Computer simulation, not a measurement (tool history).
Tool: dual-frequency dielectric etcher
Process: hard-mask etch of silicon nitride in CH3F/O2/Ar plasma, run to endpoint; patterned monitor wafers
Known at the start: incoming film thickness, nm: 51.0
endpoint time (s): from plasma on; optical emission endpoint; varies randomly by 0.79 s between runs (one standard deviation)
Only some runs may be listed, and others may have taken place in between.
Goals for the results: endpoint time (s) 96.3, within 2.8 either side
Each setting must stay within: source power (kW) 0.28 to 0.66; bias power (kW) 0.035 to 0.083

run 1 hour=0 | source_power_(kW)=0.47 bias_power_(kW)=0.059 | endpoint_time_(s)=75.805
run 2 hour=3.4 | source_power_(kW)=0.55 bias_power_(kW)=0.059 | endpoint_time_(s)=68.558
run 3 hour=6.6 | source_power_(kW)=0.47 bias_power_(kW)=0.056 | endpoint_time_(s)=75.799
run 4 hour=10.1 | source_power_(kW)=0.47 bias_power_(kW)=0.063 | endpoint_time_(s)=73.727
run 5 hour=13.9 | source_power_(kW)=0.47 bias_power_(kW)=0.053 | endpoint_time_(s)=77.461
run 6 hour=20.5 | source_power_(kW)=0.42 bias_power_(kW)=0.051 | endpoint_time_(s)=84.033
run 7 hour=28.9 | source_power_(kW)=0.39 bias_power_(kW)=0.05 | endpoint_time_(s)=88.672
run 8 hour=34.2 | source_power_(kW)=0.37 bias_power_(kW)=0.05 | endpoint_time_(s)=91.125
run 9 hour=35.9 | source_power_(kW)=0.36 bias_power_(kW)=0.05 | endpoint_time_(s)=93.084

Consider the 4 candidate settings below. Which is the only one whose results all fall within their allowed miss of target?
run A hour=37.6 | source_power_(kW)=0.43 bias_power_(kW)=0.043 | endpoint_time_(s)=?
run B hour=37.6 | source_power_(kW)=0.35 bias_power_(kW)=0.047 | endpoint_time_(s)=?
run C hour=37.6 | source_power_(kW)=0.43 bias_power_(kW)=0.041 | endpoint_time_(s)=?
run D hour=37.6 | source_power_(kW)=0.31 bias_power_(kW)=0.049 | endpoint_time_(s)=?

move=A endpoint_time_(s)=89.783
move=B endpoint_time_(s)=97.777
move=C endpoint_time_(s)=91.252
move=D endpoint_time_(s)=103.65
A: the biggest miss grows against the last run
B: all results land within tolerance of their targets
C: the biggest miss grows against the last run
D: pushes the last run's worst result past its target
The right move is B.
